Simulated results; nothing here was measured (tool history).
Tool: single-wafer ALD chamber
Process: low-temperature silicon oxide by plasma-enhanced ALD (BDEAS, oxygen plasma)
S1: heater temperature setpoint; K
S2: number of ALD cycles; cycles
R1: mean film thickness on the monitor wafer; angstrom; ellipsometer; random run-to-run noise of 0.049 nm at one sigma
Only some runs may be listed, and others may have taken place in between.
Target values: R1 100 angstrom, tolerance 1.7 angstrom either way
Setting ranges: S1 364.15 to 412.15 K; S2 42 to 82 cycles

{"run": 1, "day": 0.0, "S1": 388.15, "S2": 62, "R1": 80.737}
{"run": 2, "day": 0.379, "S1": 387.15, "S2": 65, "R1": 84.247}
{"run": 3, "day": 0.738, "S1": 386.15, "S2": 68, "R1": 88.106}
{"run": 4, "day": 1.075, "S1": 385.15, "S2": 70, "R1": 91.485}
{"run": 5, "day": 1.283, "S1": 389.15, "S2": 70, "R1": 90.821}
{"run": 6, "day": 1.529, "S1": 394.15, "S2": 70, "R1": 89.611}
{"run": 7, "day": 1.838, "S1": 392.15, "S2": 71, "R1": 91.104}
{"run": 8, "day": 2.196, "S1": 389.15, "S2": 72, "R1": 93.381}
{"run": 9, "day": 2.325, "S1": 387.15, "S2": 73, "R1": 95.204}

Consider the 5 candidate settings below. Which is the only one whose results all fall within their allowed miss of target?
{"run": "A", "day": 2.454, "S1": 380.15, "S2": 72, "R1": "?"}
{"run": "B", "day": 2.454, "S1": 392.15, "S2": 73, "R1": "?"}
{"run": "C", "day": 2.454, "S1": 402.15, "S2": 75, "R1": "?"}
{"run": "D", "day": 2.454, "S1": 388.15, "S2": 74, "R1": "?"}
{"run": "E", "day": 2.454, "S1": 391.15, "S2": 77, "R1": "?"}

move=A R1=94.736
move=B R1=94.177
move=C R1=95.153
move=D R1=96.101
move=E R1=99.502
A: further off than the last run
B: further off than the last run
C: no better and no worse than the last run
D: moves toward the targets from the last run without getting all of them in spec
E: every result lands within tolerance
The move that meets every target is E.
